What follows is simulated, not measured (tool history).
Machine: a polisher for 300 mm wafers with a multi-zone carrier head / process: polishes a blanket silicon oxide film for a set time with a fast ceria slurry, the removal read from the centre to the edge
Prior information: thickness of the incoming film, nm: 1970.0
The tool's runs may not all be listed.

run  hour  flow of slurry (ml/min)  pressure of the head's centre zone  pressure of the head's middle zone  pressure of the head's edge zone  polishing time (s)  film removed at the wafer's centre (angstrom)  film removed at mid-radius (angstrom)  film removed at the wafer's edge (angstrom)
  1     0                      215                                   1                                   1                                 1                  38                                         4509.2                                 4483.6                                       4448.1
  2   0.5                      215                                0.92                                   1                                 1                  38                                         4150.4                                 4481.4                                       4377.5
  3   7.7                      210                                0.91                                0.98                                 1                  36                                         3851.4                                 4173.3                                       4135.7
  4  15.8                      205                                0.91                                0.96                                 1                  35                                           3796                                 4029.7                                       4019.9
  5  19.4                      205                                0.99                                0.96                                 1                  35                                         4110.4                                 3967.7                                       4106.3
     23.3  -- worn pad replaced by a new one
  6  23.3                      200                                0.97                                0.95                                 1                  34                                         4235.7                                 4108.4                                       4334.2
  7  27.2                      215                                0.95                                0.94                              1.01                  32                                         3931.4                                 3909.9                                       4036.1
  8  31.7                      205                                0.94                                0.93                                 1                  30                                         3596.5                                 3587.2                                       3765.7
  9    33                      200                                0.93                                0.92                                 1                  29                                         3446.9                                 3288.2                                       3639.1
 10  36.8                      160                                0.83                                0.93                              0.95                  20                                         2032.4                                 2293.2                                       2425.8
 11  40.7                      170                                0.83                                0.92                              0.96                  20                                         2068.8                                   2354                                       2458.2
 12  46.2                      175                                0.83                                0.91                              0.97                  20                                         2050.9                                 2266.7                                       2461.7

What does the tool deliver on the next run?
 13  54.6                      220                                0.93                                0.95                              1.07                  23                                              ?                                      ?                                            ?

film removed at the wafer's centre (angstrom): 2719.9
film removed at mid-radius (angstrom): 2821.5
film removed at the wafer's edge (angstrom): 3043
